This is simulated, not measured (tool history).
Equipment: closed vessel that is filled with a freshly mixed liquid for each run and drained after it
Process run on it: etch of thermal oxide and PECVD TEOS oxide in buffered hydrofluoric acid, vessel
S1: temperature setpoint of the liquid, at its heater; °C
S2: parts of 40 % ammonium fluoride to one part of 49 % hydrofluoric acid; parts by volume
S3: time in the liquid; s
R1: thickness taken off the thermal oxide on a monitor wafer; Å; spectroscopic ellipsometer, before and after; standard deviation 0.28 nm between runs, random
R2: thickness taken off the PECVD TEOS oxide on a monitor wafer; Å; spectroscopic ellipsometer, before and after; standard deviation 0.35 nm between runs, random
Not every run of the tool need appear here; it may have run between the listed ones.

run	hour	S1	S2	S3	R1	R2
1	0.0	22.0	9.0	60	776.03	1533.80
2	2.4	20.5	11.0	60	616.48	1183.40
3	9.1	19.5	12.0	55	482.01	939.69
4	9.8	19.5	12.0	75	655.78	1281.80
5	14.8	21.5	12.0	75	728.41	1436.40
# hour 16.7: hydrofluoric acid flow meter replaced
6	16.7	21.5	12.0	60	561.83	1086.90

For run 7, what comes out?
7	22.2	20.0	13.0	60	?	?

Logged for run 7: R1 471.57 Å, R2 906.48 Å.
